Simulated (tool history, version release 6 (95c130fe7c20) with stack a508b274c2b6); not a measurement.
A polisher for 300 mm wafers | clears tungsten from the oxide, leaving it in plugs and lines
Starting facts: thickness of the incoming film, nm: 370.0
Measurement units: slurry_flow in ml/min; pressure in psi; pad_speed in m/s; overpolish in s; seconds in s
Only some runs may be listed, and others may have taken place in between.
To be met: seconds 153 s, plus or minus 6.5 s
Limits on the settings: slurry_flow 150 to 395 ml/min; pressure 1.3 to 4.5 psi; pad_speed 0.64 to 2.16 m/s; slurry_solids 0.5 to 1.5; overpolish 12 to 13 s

run 1 hour=0 | slurry_flow=250 pressure=2.9 pad_speed=1.4 slurry_solids=1 overpolish=12 | seconds=59.212
run 2 hour=4.2 | slurry_flow=250 pressure=2.6 pad_speed=1.3 slurry_solids=1 overpolish=12 | seconds=70.74
run 3 hour=6.9 | slurry_flow=250 pressure=2.6 pad_speed=1.3 slurry_solids=0.8 overpolish=12 | seconds=73.419
run 4 hour=11.8 | slurry_flow=250 pressure=2.6 pad_speed=1.3 slurry_solids=0.65 overpolish=12 | seconds=76.149
run 5 hour=16.7 | slurry_flow=250 pressure=2.4 pad_speed=1.24 slurry_solids=0.65 overpolish=12 | seconds=84.509
run 6 hour=20.5 | slurry_flow=250 pressure=2.2 pad_speed=1.18 slurry_solids=0.65 overpolish=12 | seconds=95.085
run 7 hour=23.5 | slurry_flow=250 pressure=2 pad_speed=1.14 slurry_solids=0.65 overpolish=12 | seconds=109.89
run 8 hour=31.2 | slurry_flow=250 pressure=1.9 pad_speed=1.14 slurry_solids=0.65 overpolish=12 | seconds=116.38
run 9 hour=33.2 | slurry_flow=250 pressure=1.8 pad_speed=1.14 slurry_solids=0.65 overpolish=12 | seconds=121.62
run 10 hour=40.1 | slurry_flow=250 pressure=1.7 pad_speed=1.14 slurry_solids=0.65 overpolish=12 | seconds=126.81
run 11 hour=46.9 | slurry_flow=250 pressure=1.7 pad_speed=1.14 slurry_solids=0.65 overpolish=12 | seconds=128.58
run 12 hour=49.7 | slurry_flow=250 pressure=1.6 pad_speed=1.14 slurry_solids=0.65 overpolish=12 | seconds=134.36

Consider the 5 candidate settings below. Which is the only one whose results all fall within their allowed miss of target?
run A hour=52.5 | slurry_flow=255 pressure=1.7 pad_speed=1.34 slurry_solids=0.55 overpolish=12 | seconds=?
run B hour=52.5 | slurry_flow=315 pressure=1.5 pad_speed=1.36 slurry_solids=0.6 overpolish=13 | seconds=?
run C hour=52.5 | slurry_flow=185 pressure=1.4 pad_speed=1.24 slurry_solids=0.55 overpolish=12 | seconds=?
run D hour=52.5 | slurry_flow=390 pressure=1.7 pad_speed=1.02 slurry_solids=0.5 overpolish=12 | seconds=?
run E hour=52.5 | slurry_flow=235 pressure=2 pad_speed=0.92 slurry_solids=0.9 overpolish=12 | seconds=?

move=A seconds=115.58
move=B seconds=124.17
move=C seconds=153.6
move=D seconds=139.91
move=E seconds=121.94
A: further off than the last run
B: further off than the last run
C: all results in spec
D: closer than the last run, but not yet in spec
E: further off than the last run
So the answer is move C, the one that meets all the targets.
